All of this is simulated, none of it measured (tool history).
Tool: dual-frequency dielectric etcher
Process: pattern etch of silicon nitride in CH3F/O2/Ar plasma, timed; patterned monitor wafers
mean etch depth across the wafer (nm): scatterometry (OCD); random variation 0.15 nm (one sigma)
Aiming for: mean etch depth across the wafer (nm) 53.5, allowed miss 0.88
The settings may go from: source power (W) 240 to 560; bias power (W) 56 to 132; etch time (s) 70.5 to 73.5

run,hour,source power (W),bias power (W),etch time (s),mean etch depth across the wafer (nm)
1,0,400,94,70.5,57.492
2,7.3,380,93,70.5,56.301
3,9.7,380,104,70.5,58.206
4,12.1,380,119,70.5,60.848
5,18.2,380,126,70.5,61.456
6,19.3,320,126,70.5,57.813
7,22.2,300,125,70.5,56.055
8,24.2,290,125,70.5,55.348
9,31.6,280,125,70.5,54.562

Of the 5 settings listed for the next run, only one would bring every result within its allowed miss of target. Which one?
A,39,290,118,72,?
B,39,280,132,72,?
C,39,330,101,71.5,?
D,39,250,131,71.5,?
E,39,300,115,73.5,?

move,mean etch depth across the wafer (nm)
A,55.52
B,56.758
C,55.292
D,53.822
E,56.966
A: the biggest miss grows against the last run
B: the biggest miss grows against the last run
C: the biggest miss grows against the last run
D: all results land within tolerance of their targets
E: the biggest miss grows against the last run
Go with D: it meets all targets.
